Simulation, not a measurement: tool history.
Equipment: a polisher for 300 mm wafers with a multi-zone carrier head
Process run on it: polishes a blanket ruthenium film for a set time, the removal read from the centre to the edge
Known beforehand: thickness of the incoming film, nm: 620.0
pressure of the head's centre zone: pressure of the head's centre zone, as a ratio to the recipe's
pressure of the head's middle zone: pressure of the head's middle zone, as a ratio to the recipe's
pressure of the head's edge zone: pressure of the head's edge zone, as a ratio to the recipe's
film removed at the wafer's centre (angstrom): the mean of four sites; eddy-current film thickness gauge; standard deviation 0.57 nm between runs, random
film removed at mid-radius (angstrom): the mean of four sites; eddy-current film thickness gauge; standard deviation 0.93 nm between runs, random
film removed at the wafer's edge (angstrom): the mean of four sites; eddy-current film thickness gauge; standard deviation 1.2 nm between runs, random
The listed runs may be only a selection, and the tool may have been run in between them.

run	hour	flow of slurry (ml/min)	pressure of the head's centre zone	pressure of the head's middle zone	pressure of the head's edge zone	polishing time (s)	film removed at the wafer's centre (angstrom)	film removed at mid-radius (angstrom)	film removed at the wafer's edge (angstrom)
1	0.0	235	1.00	1.00	1.00	51	557.96	570.21	588.59
2	8.6	235	1.00	1.00	1.04	51	552.49	571.05	603.90
3	10.7	235	1.00	1.01	1.07	54	604.15	597.02	639.96
4	12.4	265	1.00	1.01	1.07	54	605.19	610.09	651.74
5	15.9	265	1.07	1.01	1.07	54	644.15	610.58	642.58
6	23.9	270	1.03	1.02	1.09	56	642.10	655.94	700.79
7	32.8	280	1.03	1.03	1.11	57	661.74	659.31	719.04
8	34.9	290	1.02	1.05	1.12	58	673.15	683.28	729.84
9	37.3	295	1.00	1.06	1.13	59	670.35	701.63	731.40
10	45.5	295	0.98	1.06	1.14	61	683.88	741.05	766.36
11	52.7	300	0.97	1.05	1.15	62	689.42	736.54	777.17

What will run 12 give?
12	60.7	295	0.96	1.05	1.16	63	?	?	?

film removed at the wafer's centre (angstrom): 692.70
film removed at mid-radius (angstrom): 748.02
film removed at the wafer's edge (angstrom): 805.71
